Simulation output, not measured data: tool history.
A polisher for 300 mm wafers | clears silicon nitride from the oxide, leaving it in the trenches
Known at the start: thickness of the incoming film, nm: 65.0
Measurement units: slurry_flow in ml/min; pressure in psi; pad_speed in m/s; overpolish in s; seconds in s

run,day,slurry_flow,pressure,pad_speed,overpolish,seconds
1,0,250,3.1,0.88,51,78.687
2,0.196,250,3.1,0.74,51,87.163
3,0.396,250,2.9,0.74,51,92.759
4,0.446,250,3.3,0.74,51,80.963
5,0.567,250,3.1,0.74,51,87.52
6,0.825,250,3.6,0.74,51,74.992
7,0.925,250,3.3,0.74,51,83.517

Predict the results of run 8:
8,1.108,245,2.4,0.74,51,?

{"run 8": {"seconds": 110.85}}

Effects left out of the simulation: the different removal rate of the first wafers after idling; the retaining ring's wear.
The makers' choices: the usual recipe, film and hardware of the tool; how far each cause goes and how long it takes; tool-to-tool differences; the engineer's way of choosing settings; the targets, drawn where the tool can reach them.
